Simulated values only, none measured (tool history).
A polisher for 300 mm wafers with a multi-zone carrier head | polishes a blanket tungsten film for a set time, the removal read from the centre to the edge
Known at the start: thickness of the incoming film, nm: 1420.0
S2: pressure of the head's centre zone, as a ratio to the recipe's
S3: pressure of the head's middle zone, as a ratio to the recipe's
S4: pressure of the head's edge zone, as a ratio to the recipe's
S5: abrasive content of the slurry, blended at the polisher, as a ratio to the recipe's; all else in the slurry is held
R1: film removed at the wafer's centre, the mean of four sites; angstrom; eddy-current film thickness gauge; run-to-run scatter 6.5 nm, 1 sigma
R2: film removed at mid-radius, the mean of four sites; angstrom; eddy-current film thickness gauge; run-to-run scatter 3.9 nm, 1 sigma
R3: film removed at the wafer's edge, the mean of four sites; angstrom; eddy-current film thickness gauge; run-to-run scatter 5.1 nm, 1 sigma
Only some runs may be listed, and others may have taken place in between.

run 1 hour=0.0 | flow_of_slurry_(ml/min)=180 S2=1.00 S3=1.00 S4=1.00 S5=1.00 polishing_time_(s)=67 | R1=4352.5 R2=4476.5 R3=4342.5
run 2 hour=4.2 | flow_of_slurry_(ml/min)=215 S2=1.00 S3=1.00 S4=1.00 S5=1.00 polishing_time_(s)=67 | R1=4462.5 R2=4537.3 R3=4527.3
run 3 hour=8.8 | flow_of_slurry_(ml/min)=180 S2=1.00 S3=1.00 S4=1.00 S5=1.00 polishing_time_(s)=67 | R1=4375.0 R2=4400.1 R3=4318.7
run 4 hour=13.1 | flow_of_slurry_(ml/min)=160 S2=1.00 S3=1.00 S4=1.00 S5=1.00 polishing_time_(s)=67 | R1=4322.4 R2=4297.2 R3=4295.1
run 5 hour=21.6 | flow_of_slurry_(ml/min)=160 S2=0.92 S3=1.00 S4=1.00 S5=1.00 polishing_time_(s)=67 | R1=3852.1 R2=4352.4 R3=4247.6
run 6 hour=30.5 | flow_of_slurry_(ml/min)=160 S2=0.89 S3=1.00 S4=1.00 S5=1.00 polishing_time_(s)=67 | R1=3877.2 R2=4342.9 R3=4335.1
run 7 hour=36.9 | flow_of_slurry_(ml/min)=155 S2=0.93 S3=0.96 S4=0.99 S5=1.00 polishing_time_(s)=67 | R1=3954.7 R2=4162.4 R3=4333.8

Predict the results of run 8:
run 8 hour=42.6 | flow_of_slurry_(ml/min)=150 S2=0.97 S3=0.95 S4=0.98 S5=0.95 polishing_time_(s)=67 | R1=? R2=? R3=?

R1: 3992.9 angstrom
R2: 4031.8 angstrom
R3: 4054.8 angstrom
